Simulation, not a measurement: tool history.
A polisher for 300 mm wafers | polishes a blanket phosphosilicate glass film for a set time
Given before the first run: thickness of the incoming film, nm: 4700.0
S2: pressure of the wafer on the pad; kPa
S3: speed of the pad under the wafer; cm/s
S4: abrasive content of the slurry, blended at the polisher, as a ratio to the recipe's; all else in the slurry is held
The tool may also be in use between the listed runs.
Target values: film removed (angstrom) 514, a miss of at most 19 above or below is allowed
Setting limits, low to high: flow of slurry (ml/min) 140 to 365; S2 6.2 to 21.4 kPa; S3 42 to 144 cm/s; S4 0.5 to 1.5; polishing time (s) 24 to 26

run 1 day=0 | flow_of_slurry_(ml/min)=235 S2=13.8 S3=92 S4=1 polishing_time_(s)=26 | film_removed_(angstrom)=1227.9
run 2 day=0.075 | flow_of_slurry_(ml/min)=235 S2=13.8 S3=92 S4=0.85 polishing_time_(s)=26 | film_removed_(angstrom)=1148.4
run 3 day=0.129 | flow_of_slurry_(ml/min)=235 S2=13.8 S3=80 S4=0.85 polishing_time_(s)=26 | film_removed_(angstrom)=1057.5
run 4 day=0.175 | flow_of_slurry_(ml/min)=235 S2=11 S3=80 S4=0.85 polishing_time_(s)=26 | film_removed_(angstrom)=903.81
run 5 day=0.379 | flow_of_slurry_(ml/min)=235 S2=11 S3=80 S4=0.85 polishing_time_(s)=26 | film_removed_(angstrom)=902.05
run 6 day=0.567 | flow_of_slurry_(ml/min)=235 S2=11 S3=80 S4=0.85 polishing_time_(s)=26 | film_removed_(angstrom)=908.82
run 7 day=0.788 | flow_of_slurry_(ml/min)=235 S2=9.7 S3=70 S4=0.85 polishing_time_(s)=26 | film_removed_(angstrom)=761.72
run 8 day=0.85 | flow_of_slurry_(ml/min)=235 S2=9 S3=64 S4=0.85 polishing_time_(s)=26 | film_removed_(angstrom)=682.61
run 9 day=0.942 | flow_of_slurry_(ml/min)=235 S2=8.3 S3=60 S4=0.85 polishing_time_(s)=26 | film_removed_(angstrom)=616.54
run 10 day=1.088 | flow_of_slurry_(ml/min)=235 S2=7.6 S3=58 S4=0.85 polishing_time_(s)=26 | film_removed_(angstrom)=584.22
run 11 day=1.396 | flow_of_slurry_(ml/min)=235 S2=6.9 S3=56 S4=0.85 polishing_time_(s)=26 | film_removed_(angstrom)=545.67

Which one of the following 5 next-run settings gets every result inside its allowed miss? There is exactly one.
run A day=1.704 | flow_of_slurry_(ml/min)=140 S2=7.6 S3=48 S4=0.9 polishing_time_(s)=26 | film_removed_(angstrom)=?
run B day=1.704 | flow_of_slurry_(ml/min)=250 S2=7.6 S3=50 S4=1.3 polishing_time_(s)=26 | film_removed_(angstrom)=?
run C day=1.704 | flow_of_slurry_(ml/min)=210 S2=7.6 S3=54 S4=1 polishing_time_(s)=26 | film_removed_(angstrom)=?
run D day=1.704 | flow_of_slurry_(ml/min)=210 S2=7.6 S3=56 S4=0.75 polishing_time_(s)=26 | film_removed_(angstrom)=?
run E day=1.704 | flow_of_slurry_(ml/min)=220 S2=6.9 S3=60 S4=0.75 polishing_time_(s)=24 | film_removed_(angstrom)=?

move=A film_removed_(angstrom)=471.3
move=B film_removed_(angstrom)=584
move=C film_removed_(angstrom)=566.35
move=D film_removed_(angstrom)=539.44
move=E film_removed_(angstrom)=507.43
A: moves the result that the last run missed by most past its target, out the other side
B: lands further from the targets than the last run did
C: lands further from the targets than the last run did
D: moves toward the targets from the last run without getting all of them in spec
E: each result inside its tolerance
So the answer is move E, the one that meets all the targets.

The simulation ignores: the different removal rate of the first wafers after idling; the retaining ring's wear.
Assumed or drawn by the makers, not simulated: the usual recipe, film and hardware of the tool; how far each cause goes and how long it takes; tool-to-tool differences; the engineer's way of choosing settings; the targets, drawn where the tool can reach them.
